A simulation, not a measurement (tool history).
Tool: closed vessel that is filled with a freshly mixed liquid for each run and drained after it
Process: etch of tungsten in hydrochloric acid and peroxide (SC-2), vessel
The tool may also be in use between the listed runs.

| run | hour | temperature setpoint of the liquid (°C) | parts of water to one part each of 37 % hydrochloric acid and 30 % peroxide (parts by volume) | time in the liquid (s) | thickness taken off the tungsten on a monitor wafer (angstrom) |
|---|---|---|---|---|---|
| 1 | 0 | 47 | 6 | 115 | 181.98 |
| 2 | 4.1 | 47 | 6 | 75 | 117.56 |
| 3 | 6 | 51 | 6 | 75 | 154.13 |
| 4 | 10 | 51 | 6 | 115 | 235.17 |
| 5 | 18.3 | 52 | 6 | 115 | 252.42 |
| 6 | 26.9 | 52 | 6 | 75 | 165.85 |
| 7 | 32.2 | 55 | 6 | 75 | 201.16 |

Forecast run 8:
| 8 | 33.9 | 57 | 6 | 75 | ? |

{"run 8": {"thickness taken off the tungsten on a monitor wafer (angstrom)": 229.28}}
